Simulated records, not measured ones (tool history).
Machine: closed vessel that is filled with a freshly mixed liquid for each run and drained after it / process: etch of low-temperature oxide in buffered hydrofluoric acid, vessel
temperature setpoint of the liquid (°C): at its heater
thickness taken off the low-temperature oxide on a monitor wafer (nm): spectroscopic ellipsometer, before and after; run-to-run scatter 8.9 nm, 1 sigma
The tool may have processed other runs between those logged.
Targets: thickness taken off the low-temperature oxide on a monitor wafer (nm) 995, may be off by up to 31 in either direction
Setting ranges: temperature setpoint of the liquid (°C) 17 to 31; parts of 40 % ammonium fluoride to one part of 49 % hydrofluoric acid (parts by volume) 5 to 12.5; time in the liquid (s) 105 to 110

| run | hour | temperature setpoint of the liquid (°C) | parts of 40 % ammonium fluoride to one part of 49 % hydrofluoric acid (parts by volume) | time in the liquid (s) | thickness taken off the low-temperature oxide on a monitor wafer (nm) |
|---|---|---|---|---|---|
| 1 | 0 | 23 | 7.5 | 105 | 814.93 |
| 2 | 5.7 | 20.5 | 7.5 | 105 | 699.73 |
| 3 | 10.7 | 17.5 | 7.5 | 105 | 600.34 |
| 4 | 14.9 | 19.5 | 7.5 | 105 | 663.68 |
| 5 | 16.7 | 22.5 | 7.5 | 105 | 800.4 |
| 6 | 24.4 | 23.5 | 7.5 | 105 | 815.25 |
| 7 | 30.9 | 24.5 | 7.5 | 105 | 879.09 |
| 8 | 33.3 | 25 | 7.5 | 105 | 892.13 |
| 9 | 36.9 | 25.5 | 7.5 | 105 | 928.87 |
| 10 | 38.5 | 26 | 7.5 | 105 | 951.93 |

4 next moves are on the table. One of them brings every result within its allowed miss. Which?
| A | 40.1 | 25.5 | 7 | 105 | ? |
| B | 40.1 | 22.5 | 6.5 | 105 | ? |
| C | 40.1 | 26 | 8 | 110 | ? |
| D | 40.1 | 27 | 8 | 105 | ? |

| move | thickness taken off the low-temperature oxide on a monitor wafer (nm) |
|---|---|
| A | 988.87 |
| B | 895.66 |
| C | 921.33 |
| D | 927.86 |
A: hits every target within its allowed miss
B: the biggest miss grows against the last run
C: the biggest miss grows against the last run
D: the biggest miss grows against the last run
A meets every target.

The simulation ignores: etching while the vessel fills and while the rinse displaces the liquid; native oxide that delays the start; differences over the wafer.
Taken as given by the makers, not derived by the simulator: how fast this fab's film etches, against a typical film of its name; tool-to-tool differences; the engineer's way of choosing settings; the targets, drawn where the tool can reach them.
